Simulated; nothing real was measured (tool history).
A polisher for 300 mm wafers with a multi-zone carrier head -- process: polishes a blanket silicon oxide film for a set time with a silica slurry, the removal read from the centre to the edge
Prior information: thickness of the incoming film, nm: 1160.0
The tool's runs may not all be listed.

run	day	flow of slurry (ml/min)	pressure of the head's centre zone	pressure of the head's middle zone	pressure of the head's edge zone	abrasive content of the slurry	polishing time (s)	film removed at the wafer's centre (nm)	film removed at mid-radius (nm)	film removed at the wafer's edge (nm)
1	0	185	1	1	1	1	84	248.03	244.5	242.17
2	0.25	185	1	1	0.94	1	84	251.18	244.2	237.89
3	0.604	190	1.01	1	0.97	1.1	85	265.65	257.31	250.52
4	0.804	190	1.01	0.99	1	1.2	87	286.11	269.47	270.97
5	1.117	190	1.08	0.99	1	1.2	87	300.78	267.13	269.66
6	1.183	190	1.14	0.99	1	1.2	87	316.41	270.37	270.6

Run 7 comes next. What will it give?
7	1.358	195	1.12	1	1.03	1.25	88	?	?	?

{"run 7": {"film removed at the wafer's centre (nm)": 321.91, "film removed at mid-radius (nm)": 280.87, "film removed at the wafer's edge (nm)": 283.87}}
